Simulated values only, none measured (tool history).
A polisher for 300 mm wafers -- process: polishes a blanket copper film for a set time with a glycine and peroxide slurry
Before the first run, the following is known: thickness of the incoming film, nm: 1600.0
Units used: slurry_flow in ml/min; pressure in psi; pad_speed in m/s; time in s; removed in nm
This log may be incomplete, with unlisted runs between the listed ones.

run    day  slurry_flow  pressure  pad_speed  time  removed
  1      0          225       3.1       1.06    80   532.89
  2  0.183          225       2.9       1.06    80   514.58
  3  0.362          225       2.7       1.04    80   471.71
  4  0.454          255       2.7       1.04    80    462.3
  5  0.754          255       2.7       1.14    80   526.31
  6  0.975          200       2.7       1.14    80   481.96
  7  1.121          195       2.6       1.14    80   468.48

Run 8 comes next. What will it give?
  8  1.404          190       2.5       1.14    80        ?

For run 8 the tool returned removed 474.18 nm.

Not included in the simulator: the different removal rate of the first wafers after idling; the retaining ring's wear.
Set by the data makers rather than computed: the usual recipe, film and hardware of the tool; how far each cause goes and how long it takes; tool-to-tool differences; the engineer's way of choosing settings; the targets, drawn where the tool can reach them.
